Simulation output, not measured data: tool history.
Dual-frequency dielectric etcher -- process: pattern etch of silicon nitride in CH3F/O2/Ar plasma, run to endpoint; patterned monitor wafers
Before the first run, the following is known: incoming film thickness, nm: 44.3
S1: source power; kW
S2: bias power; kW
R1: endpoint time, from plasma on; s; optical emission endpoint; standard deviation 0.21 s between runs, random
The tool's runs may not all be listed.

run  hour     S1     S2      R1
  1   0.0  0.510  0.100  51.613
  2   7.2  0.520  0.101  51.020
  3  11.5  0.530  0.102  50.555
  4  15.8  0.540  0.103  49.481
  5  19.3  0.540  0.087  52.556
  6  23.3  0.490  0.087  55.056
  7  30.9  0.510  0.088  54.153

The next listed run, before its measurement:
  8  31.5  0.530  0.089   ?

{"run 8": {"R1": 52.727}}
